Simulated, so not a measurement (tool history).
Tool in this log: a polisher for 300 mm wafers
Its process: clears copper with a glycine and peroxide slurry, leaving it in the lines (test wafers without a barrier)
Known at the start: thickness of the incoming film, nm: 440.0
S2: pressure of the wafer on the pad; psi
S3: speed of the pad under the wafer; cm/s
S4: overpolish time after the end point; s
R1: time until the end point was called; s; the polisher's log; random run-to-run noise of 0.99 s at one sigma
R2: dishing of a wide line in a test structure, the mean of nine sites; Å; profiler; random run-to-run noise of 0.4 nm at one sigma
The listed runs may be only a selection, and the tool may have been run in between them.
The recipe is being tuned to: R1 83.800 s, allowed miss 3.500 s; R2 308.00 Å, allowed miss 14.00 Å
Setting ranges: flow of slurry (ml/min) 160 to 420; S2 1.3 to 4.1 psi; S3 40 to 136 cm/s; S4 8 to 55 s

run 1 hour=0.0 | flow_of_slurry_(ml/min)=270 S2=2.7 S3=88 S4=28 | R1=107.840 R2=634.05
run 2 hour=3.2 | flow_of_slurry_(ml/min)=285 S2=2.5 S3=98 S4=24 | R1=107.910 R2=565.55
run 3 hour=9.8 | flow_of_slurry_(ml/min)=260 S2=2.4 S3=104 S4=21 | R1=110.010 R2=508.20
run 4 hour=12.8 | flow_of_slurry_(ml/min)=240 S2=2.4 S3=110 S4=18 | R1=106.490 R2=450.13
run 5 hour=21.1 | flow_of_slurry_(ml/min)=225 S2=2.4 S3=116 S4=16 | R1=104.160 R2=418.31
run 6 hour=25.7 | flow_of_slurry_(ml/min)=225 S2=2.0 S3=116 S4=16 | R1=119.400 R2=365.52
run 7 hour=31.7 | flow_of_slurry_(ml/min)=210 S2=2.1 S3=120 S4=14 | R1=113.210 R2=340.67
run 8 hour=37.5 | flow_of_slurry_(ml/min)=200 S2=2.2 S3=124 S4=13 | R1=110.180 R2=335.44
run 9 hour=44.0 | flow_of_slurry_(ml/min)=190 S2=2.3 S3=126 S4=12 | R1=105.570 R2=327.63
run 10 hour=50.1 | flow_of_slurry_(ml/min)=185 S2=2.4 S3=128 S4=11 | R1=100.140 R2=299.24
run 11 hour=55.7 | flow_of_slurry_(ml/min)=185 S2=2.4 S3=128 S4=11 | R1=101.450 R2=311.76
run 12 hour=59.8 | flow_of_slurry_(ml/min)=185 S2=2.5 S3=130 S4=10 | R1=94.680 R2=291.66
run 13 hour=63.1 | flow_of_slurry_(ml/min)=195 S2=2.5 S3=130 S4=10 | R1=96.257 R2=302.90
run 14 hour=69.6 | flow_of_slurry_(ml/min)=160 S2=2.9 S3=134 S4=8 | R1=84.480 R2=268.54
run 15 hour=74.2 | flow_of_slurry_(ml/min)=170 S2=2.9 S3=134 S4=8 | R1=85.005 R2=271.33
run 16 hour=78.8 | flow_of_slurry_(ml/min)=170 S2=3.0 S3=134 S4=13 | R1=82.610 R2=424.98
run 17 hour=87.6 | flow_of_slurry_(ml/min)=190 S2=3.0 S3=132 S4=12 | R1=81.346 R2=394.81
run 18 hour=91.8 | flow_of_slurry_(ml/min)=190 S2=3.0 S3=130 S4=11 | R1=82.468 R2=385.12
run 19 hour=99.7 | flow_of_slurry_(ml/min)=185 S2=3.0 S3=130 S4=10 | R1=82.470 R2=341.70
run 20 hour=102.7 | flow_of_slurry_(ml/min)=180 S2=3.0 S3=130 S4=10 | R1=83.844 R2=340.32

Next run, 4 choices. One meets every target within its allowed miss, the rest don't. Which?
run A hour=105.7 | flow_of_slurry_(ml/min)=160 S2=3.2 S3=122 S4=8 | R1=? R2=?
run B hour=105.7 | flow_of_slurry_(ml/min)=175 S2=3.0 S3=132 S4=8 | R1=? R2=?
run C hour=105.7 | flow_of_slurry_(ml/min)=160 S2=3.1 S3=126 S4=9 | R1=? R2=?
run D hour=105.7 | flow_of_slurry_(ml/min)=205 S2=2.8 S3=134 S4=8 | R1=? R2=?

move=A R1=84.847 R2=280.60
move=B R1=83.856 R2=283.01
move=C R1=85.439 R2=310.13
move=D R1=85.805 R2=276.58
A: pushes the last run's worst result past its target
B: pushes the last run's worst result past its target
C: every result lands within tolerance
D: pushes the last run's worst result past its target
The move that meets every target is C.
